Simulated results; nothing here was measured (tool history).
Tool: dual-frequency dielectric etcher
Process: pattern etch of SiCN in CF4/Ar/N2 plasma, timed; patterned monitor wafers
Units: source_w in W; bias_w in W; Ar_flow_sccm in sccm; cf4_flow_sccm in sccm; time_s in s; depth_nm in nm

{"run": 1, "hour": 0.0, "source_w": 560, "bias_w": 52, "Ar_flow_sccm": 106, "cf4_flow_sccm": 60, "time_s": 48, "depth_nm": 42.083}
{"run": 2, "hour": 3.5, "source_w": 560, "bias_w": 52, "Ar_flow_sccm": 106, "cf4_flow_sccm": 60, "time_s": 44.5, "depth_nm": 38.882}
{"run": 3, "hour": 7.8, "source_w": 560, "bias_w": 52, "Ar_flow_sccm": 115, "cf4_flow_sccm": 60, "time_s": 44.5, "depth_nm": 38.443}
{"run": 4, "hour": 15.0, "source_w": 540, "bias_w": 52, "Ar_flow_sccm": 115, "cf4_flow_sccm": 60, "time_s": 44.5, "depth_nm": 36.8}
{"run": 5, "hour": 22.8, "source_w": 530, "bias_w": 52, "Ar_flow_sccm": 115, "cf4_flow_sccm": 60, "time_s": 44.5, "depth_nm": 36.27}
{"run": 6, "hour": 24.2, "source_w": 530, "bias_w": 46, "Ar_flow_sccm": 115, "cf4_flow_sccm": 60, "time_s": 44.5, "depth_nm": 34.817}

Forecast run 7:
{"run": 7, "hour": 25.5, "source_w": 520, "bias_w": 46, "Ar_flow_sccm": 115, "cf4_flow_sccm": 60, "time_s": 44.5, "depth_nm": "?"}

depth_nm: 33.951 nm
